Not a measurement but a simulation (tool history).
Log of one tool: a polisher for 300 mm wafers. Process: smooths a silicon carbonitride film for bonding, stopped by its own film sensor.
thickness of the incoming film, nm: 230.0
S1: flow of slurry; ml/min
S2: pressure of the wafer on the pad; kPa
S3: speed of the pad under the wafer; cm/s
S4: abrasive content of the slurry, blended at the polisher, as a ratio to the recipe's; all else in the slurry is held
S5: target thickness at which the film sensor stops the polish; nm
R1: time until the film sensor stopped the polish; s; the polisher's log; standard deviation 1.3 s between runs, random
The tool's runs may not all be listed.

run 1 hour=0.0 | S1=150 S2=10.3 S3=98 S4=1.00 S5=221 | R1=47.075
run 2 hour=3.2 | S1=150 S2=10.3 S3=98 S4=1.15 S5=221 | R1=45.234
run 3 hour=8.5 | S1=150 S2=11.7 S3=98 S4=1.15 S5=221 | R1=39.237
run 4 hour=14.4 | S1=150 S2=11.7 S3=98 S4=1.15 S5=221 | R1=40.570
run 5 hour=17.8 | S1=150 S2=13.1 S3=98 S4=1.15 S5=221 | R1=36.024
run 6 hour=21.5 | S1=150 S2=11.7 S3=92 S4=1.15 S5=221 | R1=41.659
run 7 hour=30.1 | S1=150 S2=10.3 S3=86 S4=1.15 S5=221 | R1=50.439
run 8 hour=38.0 | S1=145 S2=7.6 S3=78 S4=1.15 S5=221 | R1=70.465
run 9 hour=44.0 | S1=145 S2=7.6 S3=78 S4=1.15 S5=221 | R1=70.603
run 10 hour=50.0 | S1=145 S2=6.9 S3=78 S4=1.15 S5=221 | R1=76.880
run 11 hour=51.2 | S1=140 S2=4.8 S3=76 S4=1.15 S5=221 | R1=110.700
run 12 hour=56.6 | S1=140 S2=4.8 S3=76 S4=1.15 S5=221 | R1=111.710
run 13 hour=64.5 | S1=145 S2=4.8 S3=76 S4=1.15 S5=221 | R1=110.940
run 14 hour=70.4 | S1=145 S2=5.5 S3=76 S4=1.15 S5=221 | R1=97.088

Expected results for the next run?
run 15 hour=72.7 | S1=150 S2=5.5 S3=76 S4=1.15 S5=221 | R1=?

R1: 94.249 s

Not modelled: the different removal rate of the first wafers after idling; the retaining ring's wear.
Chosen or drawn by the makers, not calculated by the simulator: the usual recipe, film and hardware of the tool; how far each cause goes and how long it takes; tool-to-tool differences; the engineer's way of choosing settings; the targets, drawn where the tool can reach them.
